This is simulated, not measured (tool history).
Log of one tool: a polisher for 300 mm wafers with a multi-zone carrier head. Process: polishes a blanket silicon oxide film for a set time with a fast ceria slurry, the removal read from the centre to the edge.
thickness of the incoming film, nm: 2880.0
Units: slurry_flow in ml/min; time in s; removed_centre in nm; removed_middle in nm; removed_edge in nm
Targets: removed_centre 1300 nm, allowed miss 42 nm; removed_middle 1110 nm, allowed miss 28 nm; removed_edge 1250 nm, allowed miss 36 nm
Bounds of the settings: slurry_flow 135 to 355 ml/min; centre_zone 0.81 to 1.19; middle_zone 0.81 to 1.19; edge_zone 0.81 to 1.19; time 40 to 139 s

{"run": 1, "hour": 0.0, "slurry_flow": 225, "centre_zone": 1, "middle_zone": 1, "edge_zone": 1, "time": 89, "removed_centre": 851.36, "removed_middle": 890.37, "removed_edge": 868.69}
{"run": 2, "hour": 7.8, "slurry_flow": 225, "centre_zone": 1, "middle_zone": 1, "edge_zone": 1.06, "time": 89, "removed_centre": 856.72, "removed_middle": 884.8, "removed_edge": 898.89}
{"run": 3, "hour": 10.1, "slurry_flow": 235, "centre_zone": 1.04, "middle_zone": 0.99, "edge_zone": 1.1, "time": 95, "removed_centre": 962.45, "removed_middle": 938.97, "removed_edge": 982.82}
{"run": 4, "hour": 15.7, "slurry_flow": 245, "centre_zone": 1.07, "middle_zone": 0.98, "edge_zone": 1.13, "time": 100, "removed_centre": 1056.7, "removed_middle": 988.16, "removed_edge": 1069.1}
{"run": 5, "hour": 19.6, "slurry_flow": 245, "centre_zone": 1.04, "middle_zone": 0.98, "edge_zone": 1.13, "time": 100, "removed_centre": 1006.8, "removed_middle": 1000.5, "removed_edge": 1060.9}
{"run": 6, "hour": 27.7, "slurry_flow": 245, "centre_zone": 1.04, "middle_zone": 0.98, "edge_zone": 1.13, "time": 109, "removed_centre": 1098.1, "removed_middle": 1086.3, "removed_edge": 1150.1}
{"run": 7, "hour": 35.8, "slurry_flow": 265, "centre_zone": 1.07, "middle_zone": 0.97, "edge_zone": 1.15, "time": 109, "removed_centre": 1133.4, "removed_middle": 1075.1, "removed_edge": 1183.8}
{"run": 8, "hour": 43.0, "slurry_flow": 265, "centre_zone": 1.1, "middle_zone": 0.98, "edge_zone": 1.16, "time": 109, "removed_centre": 1183.1, "removed_middle": 1084.2, "removed_edge": 1196.2}

Which of these 5 next moves meets every target?
{"run": "A", "hour": 50.2, "slurry_flow": 290, "centre_zone": 1.08, "middle_zone": 0.96, "edge_zone": 1.19, "time": 112, "removed_centre": "?", "removed_middle": "?", "removed_edge": "?"}
{"run": "B", "hour": 50.2, "slurry_flow": 255, "centre_zone": 1.16, "middle_zone": 1.04, "edge_zone": 1.19, "time": 113, "removed_centre": "?", "removed_middle": "?", "removed_edge": "?"}
{"run": "C", "hour": 50.2, "slurry_flow": 300, "centre_zone": 1.13, "middle_zone": 0.92, "edge_zone": 1.14, "time": 116, "removed_centre": "?", "removed_middle": "?", "removed_edge": "?"}
{"run": "D", "hour": 50.2, "slurry_flow": 260, "centre_zone": 1.14, "middle_zone": 1.03, "edge_zone": 1.16, "time": 115, "removed_centre": "?", "removed_middle": "?", "removed_edge": "?"}
{"run": "E", "hour": 50.2, "slurry_flow": 270, "centre_zone": 1.15, "middle_zone": 0.99, "edge_zone": 1.16, "time": 115, "removed_centre": "?", "removed_middle": "?", "removed_edge": "?"}

move=A removed_centre=1196.3 removed_middle=1112.7 removed_edge=1243.5
move=B removed_centre=1276.8 removed_middle=1177.7 removed_edge=1239.4
move=C removed_centre=1301.5 removed_middle=1118.7 removed_edge=1264.8
move=D removed_centre=1280.1 removed_middle=1192.4 removed_edge=1247.8
move=E removed_centre=1297.4 removed_middle=1160.8 removed_edge=1252.6
A: nearer than the last run, and not there yet
B: brings the result that was furthest off to its target, and leaves another outside
C: meets every target
D: brings the result that was furthest off to its target, and leaves another outside
E: brings the result that was furthest off to its target, and leaves another outside
Move C is the one to make.
